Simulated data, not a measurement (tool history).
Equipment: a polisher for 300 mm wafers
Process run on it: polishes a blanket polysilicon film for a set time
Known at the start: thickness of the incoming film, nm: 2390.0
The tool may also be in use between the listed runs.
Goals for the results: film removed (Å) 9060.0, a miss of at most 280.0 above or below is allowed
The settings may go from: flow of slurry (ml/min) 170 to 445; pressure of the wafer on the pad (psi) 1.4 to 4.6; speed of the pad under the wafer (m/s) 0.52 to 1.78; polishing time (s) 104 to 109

run,day,flow of slurry (ml/min),pressure of the wafer on the pad (psi),speed of the pad under the wafer (m/s),polishing time (s),film removed (Å)
1,0.000,285,3.0,1.14,104,12066.0
2,0.158,285,2.9,1.14,104,11771.0
3,0.529,285,3.5,1.14,104,13223.0
4,0.554,285,3.3,1.14,104,12820.0
# day 0.917: slurry nozzle cleaned
5,0.917,285,3.1,1.14,104,12404.0
6,1.183,285,2.9,1.14,104,12134.0
7,1.454,280,2.1,1.12,104,9803.3
8,1.708,280,1.9,1.12,104,9356.3

Which of these 4 next moves meets every target?
A,1.962,325,1.5,1.12,104,?
B,1.962,270,2.2,1.10,104,?
C,1.962,270,1.8,1.20,104,?
D,1.962,220,1.9,1.04,109,?

move,film removed (Å)
A,8603.8
B,10006.0
C,9850.3
D,9066.3
A: carries the result that was furthest off beyond its target, to the other side
B: lands further from the targets than the last run did
C: lands further from the targets than the last run did
D: each result inside its tolerance
The right move is D.
